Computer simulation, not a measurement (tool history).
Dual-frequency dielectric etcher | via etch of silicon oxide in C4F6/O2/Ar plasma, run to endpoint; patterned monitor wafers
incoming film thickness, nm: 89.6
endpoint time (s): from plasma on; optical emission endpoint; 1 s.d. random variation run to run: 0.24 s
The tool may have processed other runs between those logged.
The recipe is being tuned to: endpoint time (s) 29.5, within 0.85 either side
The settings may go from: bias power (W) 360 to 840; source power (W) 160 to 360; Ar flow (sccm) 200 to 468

run,hour,bias power (W),source power (W),Ar flow (sccm),endpoint time (s)
1,0,600,260,334,21.771
2,1.2,600,260,364,22.422
3,9.5,600,260,314,21.627
4,15.5,528,230,336,24.213
5,17.8,528,260,336,22.668
6,24,528,260,373,23.366
7,31.5,487,240,385,24.948
8,33.9,455,220,394,26.634
9,36,432,210,398,28.061

Next run, 5 choices. One meets every target within its allowed miss, the rest don't. Which?
A,38.1,410,180,436,?
B,38.1,360,190,407,?
C,38.1,388,210,468,?
D,38.1,393,250,459,?
E,38.1,386,180,403,?

move,endpoint time (s)
A,30.977
B,31.027
C,29.109
D,26.604
E,31.192
A: carries the result that was furthest off beyond its target, to the other side
B: carries the result that was furthest off beyond its target, to the other side
C: every result lands within tolerance
D: the biggest miss grows against the last run
E: carries the result that was furthest off beyond its target, to the other side
Move C is the one to make.
